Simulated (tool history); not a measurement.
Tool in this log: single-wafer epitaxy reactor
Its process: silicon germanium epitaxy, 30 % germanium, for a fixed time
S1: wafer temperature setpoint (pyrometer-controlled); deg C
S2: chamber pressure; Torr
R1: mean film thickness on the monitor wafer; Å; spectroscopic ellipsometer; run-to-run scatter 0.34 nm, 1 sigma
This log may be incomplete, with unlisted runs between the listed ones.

{"run": 1, "day": 0.0, "S1": 610, "S2": 20.7, "R1": 751.27}
{"run": 2, "day": 0.362, "S1": 612, "S2": 20.7, "R1": 777.44}
{"run": 3, "day": 0.667, "S1": 614, "S2": 20.7, "R1": 801.67}
{"run": 4, "day": 0.788, "S1": 614, "S2": 18.5, "R1": 758.25}
{"run": 5, "day": 0.838, "S1": 609, "S2": 18.5, "R1": 702.91}
{"day": 0.892, "done": "capacitance manometer re-zeroed and calibrated"}
{"run": 6, "day": 0.892, "S1": 609, "S2": 15.8, "R1": 647.28}
{"run": 7, "day": 1.183, "S1": 621, "S2": 16, "R1": 790.35}

Forecast run 8:
{"run": 8, "day": 1.379, "S1": 633, "S2": 16.1, "R1": "?"}

{"run 8": {"R1": 944.66}}

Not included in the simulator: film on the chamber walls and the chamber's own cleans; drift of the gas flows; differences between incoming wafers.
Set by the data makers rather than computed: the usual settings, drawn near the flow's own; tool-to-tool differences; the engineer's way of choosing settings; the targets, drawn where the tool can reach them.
